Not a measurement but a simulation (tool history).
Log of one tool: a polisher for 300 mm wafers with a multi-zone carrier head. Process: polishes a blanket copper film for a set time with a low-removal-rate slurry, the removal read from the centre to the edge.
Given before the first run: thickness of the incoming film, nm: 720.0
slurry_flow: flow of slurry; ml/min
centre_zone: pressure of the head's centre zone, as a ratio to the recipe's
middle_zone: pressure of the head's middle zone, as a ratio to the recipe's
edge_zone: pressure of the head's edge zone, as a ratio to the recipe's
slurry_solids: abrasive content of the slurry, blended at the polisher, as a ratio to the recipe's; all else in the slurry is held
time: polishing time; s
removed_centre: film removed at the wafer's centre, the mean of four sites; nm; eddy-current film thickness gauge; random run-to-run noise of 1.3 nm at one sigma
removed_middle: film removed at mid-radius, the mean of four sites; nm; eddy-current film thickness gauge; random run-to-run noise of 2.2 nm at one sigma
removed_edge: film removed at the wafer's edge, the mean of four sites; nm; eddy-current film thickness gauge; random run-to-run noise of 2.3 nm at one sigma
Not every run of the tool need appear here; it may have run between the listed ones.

run 1 hour=0 | slurry_flow=125 centre_zone=1 middle_zone=1 edge_zone=1 slurry_solids=1 time=69 | removed_centre=261.92 removed_middle=260.91 removed_edge=266.31
run 2 hour=4 | slurry_flow=125 centre_zone=1 middle_zone=1 edge_zone=1 slurry_solids=1.15 time=69 | removed_centre=267.24 removed_middle=273.68 removed_edge=279.02
run 3 hour=5.6 | slurry_flow=125 centre_zone=1 middle_zone=1 edge_zone=1.08 slurry_solids=1.15 time=69 | removed_centre=268.94 removed_middle=274.89 removed_edge=278.04
run 4 hour=8.8 | slurry_flow=120 centre_zone=0.99 middle_zone=0.99 edge_zone=1.08 slurry_solids=1 time=61 | removed_centre=226.63 removed_middle=235.57 removed_edge=238.23
run 5 hour=12.6 | slurry_flow=120 centre_zone=0.99 middle_zone=0.99 edge_zone=1.08 slurry_solids=1 time=70 | removed_centre=261.93 removed_middle=264.65 removed_edge=277.05
run 6 hour=14.1 | slurry_flow=120 centre_zone=0.99 middle_zone=1.07 edge_zone=1.08 slurry_solids=1 time=70 | removed_centre=259.31 removed_middle=283.56 removed_edge=269.37
run 7 hour=19 | slurry_flow=120 centre_zone=0.99 middle_zone=1.03 edge_zone=1.07 slurry_solids=0.85 time=61 | removed_centre=222.98 removed_middle=228.64 removed_edge=231.09
run 8 hour=22 | slurry_flow=105 centre_zone=0.92 middle_zone=0.93 edge_zone=0.97 slurry_solids=0.6 time=42 | removed_centre=126.46 removed_middle=132.96 removed_edge=143.24
run 9 hour=28.9 | slurry_flow=125 centre_zone=0.93 middle_zone=0.92 edge_zone=0.97 slurry_solids=0.6 time=42 | removed_centre=132.37 removed_middle=140.48 removed_edge=146.96

Run 10 has not been measured yet. What should we expect?
run 10 hour=30.8 | slurry_flow=135 centre_zone=0.95 middle_zone=0.9 edge_zone=0.98 slurry_solids=0.6 time=42 | removed_centre=? removed_middle=? removed_edge=?

{"run 10": {"removed_centre": 137.9, "removed_middle": 132.55, "removed_edge": 147.78}}
